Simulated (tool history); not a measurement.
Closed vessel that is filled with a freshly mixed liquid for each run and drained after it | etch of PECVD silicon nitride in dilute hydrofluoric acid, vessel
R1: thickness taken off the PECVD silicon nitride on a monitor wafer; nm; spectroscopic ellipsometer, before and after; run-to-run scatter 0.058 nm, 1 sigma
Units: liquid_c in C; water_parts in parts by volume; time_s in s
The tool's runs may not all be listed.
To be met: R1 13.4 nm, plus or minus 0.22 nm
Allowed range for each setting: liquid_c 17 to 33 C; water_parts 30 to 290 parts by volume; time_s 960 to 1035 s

{"run": 1, "hour": 0.0, "liquid_c": 25, "water_parts": 160, "time_s": 960, "R1": 9.7616}
{"run": 2, "hour": 4.6, "liquid_c": 27.5, "water_parts": 160, "time_s": 960, "R1": 11.365}
{"run": 3, "hour": 11.4, "liquid_c": 28.5, "water_parts": 160, "time_s": 960, "R1": 12.146}
{"run": 4, "hour": 14.5, "liquid_c": 30.5, "water_parts": 160, "time_s": 960, "R1": 13.714}
{"run": 5, "hour": 22.4, "liquid_c": 30.5, "water_parts": 160, "time_s": 960, "R1": 13.526}
{"run": 6, "hour": 26.0, "liquid_c": 30.5, "water_parts": 160, "time_s": 960, "R1": 13.717}
{"hour": 33.7, "done": "hydrofluoric acid flow meter replaced"}
{"run": 7, "hour": 33.7, "liquid_c": 30, "water_parts": 160, "time_s": 960, "R1": 14.341}
{"run": 8, "hour": 39.2, "liquid_c": 29.5, "water_parts": 160, "time_s": 960, "R1": 13.853}

Pick the move, out of 4, that brings all results within their allowed miss; only one does.
{"run": "A", "hour": 44.7, "liquid_c": 30.5, "water_parts": 170, "time_s": 965, "R1": "?"}
{"run": "B", "hour": 44.7, "liquid_c": 27, "water_parts": 140, "time_s": 975, "R1": "?"}
{"run": "C", "hour": 44.7, "liquid_c": 29, "water_parts": 170, "time_s": 1010, "R1": "?"}
{"run": "D", "hour": 44.7, "liquid_c": 30.5, "water_parts": 165, "time_s": 975, "R1": "?"}

move=A R1=13.915
move=B R1=13.78
move=C R1=13.295
move=D R1=14.493
A: its largest miss is bigger than the last run's
B: an improvement on the last run, though not all results are within tolerance
C: every result within its allowed miss
D: its largest miss is bigger than the last run's
Correct choice: C, which meets every target
